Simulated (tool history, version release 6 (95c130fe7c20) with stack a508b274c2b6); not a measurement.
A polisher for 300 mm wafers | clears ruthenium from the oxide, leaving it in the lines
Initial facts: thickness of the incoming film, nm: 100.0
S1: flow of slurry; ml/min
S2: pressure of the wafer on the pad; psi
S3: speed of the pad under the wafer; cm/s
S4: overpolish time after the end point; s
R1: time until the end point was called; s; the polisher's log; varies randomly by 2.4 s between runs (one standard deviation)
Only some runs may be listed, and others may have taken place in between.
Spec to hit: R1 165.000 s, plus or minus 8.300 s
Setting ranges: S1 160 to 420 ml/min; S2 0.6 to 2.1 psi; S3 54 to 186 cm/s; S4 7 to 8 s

run,day,S1,S2,S3,S4,R1
1,0.000,270,1.3,118,8,112.810
2,0.208,270,1.5,118,8,96.479
3,0.512,220,1.5,118,8,99.399
4,0.608,220,1.8,118,8,83.707
5,0.667,220,1.6,116,8,96.317
6,0.821,170,1.6,116,8,97.592
7,0.862,170,1.4,114,8,116.110
8,1.208,170,1.3,114,8,123.380
9,1.346,170,1.2,114,8,132.400
10,1.404,170,1.1,114,8,141.020

Which one of the following 5 next-run settings gets every result inside its allowed miss? There is exactly one.
A,1.462,165,1.3,124,7,?
B,1.462,165,1.5,82,8,?
C,1.462,170,1.2,92,7,?
D,1.462,165,1.4,110,7,?
E,1.462,165,1.2,124,7,?

move,R1
A,113.280
B,146.910
C,162.610
D,118.400
E,122.420
A: moves away from the targets compared with the last run
B: moves toward the targets from the last run without getting all of them in spec
C: every result lands within tolerance
D: moves away from the targets compared with the last run
E: moves away from the targets compared with the last run
The move that meets every target is C.
